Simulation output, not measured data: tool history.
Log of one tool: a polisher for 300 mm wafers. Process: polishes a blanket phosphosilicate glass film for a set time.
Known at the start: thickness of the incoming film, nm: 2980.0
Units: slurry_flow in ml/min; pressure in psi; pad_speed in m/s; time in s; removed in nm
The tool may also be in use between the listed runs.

run,hour,slurry_flow,pressure,pad_speed,slurry_solids,time,removed
1,0.0,205,3.0,0.80,1.0,39,220.71
2,2.0,205,3.0,0.80,1.0,39,221.30
3,3.7,205,3.0,0.60,1.0,39,173.74
4,7.9,180,3.0,0.60,1.0,39,168.15
5,14.4,180,3.0,0.60,1.0,39,168.54
6,17.4,180,3.0,0.46,1.0,39,137.99
7,23.6,190,3.5,0.54,1.0,39,181.69
8,25.2,200,3.8,0.60,1.0,39,217.21
9,28.6,205,4.1,0.64,1.0,39,251.95

The next listed run, before its measurement:
# hour 31.3: worn pad replaced by a new one
10,31.3,210,4.3,0.68,1.0,39,?

Run 10 gave removed 305.50 nm.
